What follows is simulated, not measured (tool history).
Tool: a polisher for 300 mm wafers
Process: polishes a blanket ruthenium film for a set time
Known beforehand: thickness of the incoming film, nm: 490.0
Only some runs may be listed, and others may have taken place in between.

| run | hour | flow of slurry (ml/min) | pressure of the wafer on the pad (kPa) | speed of the pad under the wafer (m/s) | polishing time (s) | film removed (Å) |
|---|---|---|---|---|---|---|
| 1 | 0 | 130 | 18.6 | 0.94 | 105 | 1164.9 |
| 2 | 4.7 | 130 | 18.6 | 0.94 | 105 | 1168.4 |
| 3 | 8.7 | 135 | 20 | 0.94 | 105 | 1277.4 |
| 4 | 11.6 | 135 | 20 | 1.08 | 105 | 1428.6 |
| 5 | 13.3 | 135 | 20 | 0.96 | 105 | 1287.6 |
| 6 | 22.1 | 135 | 20 | 0.76 | 105 | 1104.8 |

Run 7, settings as shown, results not yet in. Your forecast:
| 7 | 30 | 140 | 21.4 | 0.76 | 105 | ? |

{"run 7": {"film removed (Å)": 1154.5}}

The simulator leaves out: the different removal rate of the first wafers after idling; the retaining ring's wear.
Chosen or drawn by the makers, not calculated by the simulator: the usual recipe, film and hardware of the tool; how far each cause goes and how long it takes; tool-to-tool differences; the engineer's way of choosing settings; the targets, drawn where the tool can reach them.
